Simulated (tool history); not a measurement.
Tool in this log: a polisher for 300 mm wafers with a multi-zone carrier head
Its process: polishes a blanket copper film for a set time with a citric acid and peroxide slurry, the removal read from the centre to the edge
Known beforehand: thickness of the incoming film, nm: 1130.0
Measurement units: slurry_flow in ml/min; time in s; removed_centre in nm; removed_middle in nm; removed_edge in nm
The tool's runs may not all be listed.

Run 1, hour 0.0: slurry_flow 140 ml/min, centre_zone 1.00, middle_zone 1.00, edge_zone 1.00, slurry_solids 1.00, time 81 s. Result: removed_centre 135.17 nm, removed_middle 139.43 nm, removed_edge 138.82 nm.
Run 2, hour 5.5: slurry_flow 140 ml/min, centre_zone 1.00, middle_zone 1.00, edge_zone 0.96, slurry_solids 1.00, time 81 s. Result: removed_centre 137.85 nm, removed_middle 141.00 nm, removed_edge 136.66 nm.
Run 3, hour 12.7: slurry_flow 145 ml/min, centre_zone 1.01, middle_zone 1.00, edge_zone 0.98, slurry_solids 1.05, time 82 s. Result: removed_centre 139.55 nm, removed_middle 143.13 nm, removed_edge 141.39 nm.
Run 4, hour 13.9: slurry_flow 145 ml/min, centre_zone 1.01, middle_zone 0.95, edge_zone 0.98, slurry_solids 1.05, time 82 s. Result: removed_centre 143.89 nm, removed_middle 136.77 nm, removed_edge 140.95 nm.
Run 5, hour 15.4: slurry_flow 150 ml/min, centre_zone 1.02, middle_zone 0.95, edge_zone 0.99, slurry_solids 1.10, time 83 s. Result: removed_centre 152.15 nm, removed_middle 141.31 nm, removed_edge 146.61 nm.
Run 6, hour 20.0: slurry_flow 150 ml/min, centre_zone 1.02, middle_zone 0.95, edge_zone 0.94, slurry_solids 1.10, time 83 s. Result: removed_centre 144.04 nm, removed_middle 142.69 nm, removed_edge 140.88 nm.
Run 7, hour 23.3: slurry_flow 180 ml/min, centre_zone 0.96, middle_zone 1.01, edge_zone 1.04, slurry_solids 1.35, time 86 s. Result: removed_centre 155.54 nm, removed_middle 166.55 nm, removed_edge 165.70 nm.

Run 8 comes next. What will it give?
Run 8, hour 30.3: slurry_flow 180 ml/min, centre_zone 0.97, middle_zone 1.00, edge_zone 1.05, slurry_solids 1.35, time 86 s. Result: removed_centre ?, removed_middle ?, removed_edge ?.

{"run 8": {"removed_centre": 159.29, "removed_middle": 163.51, "removed_edge": 169.65}}
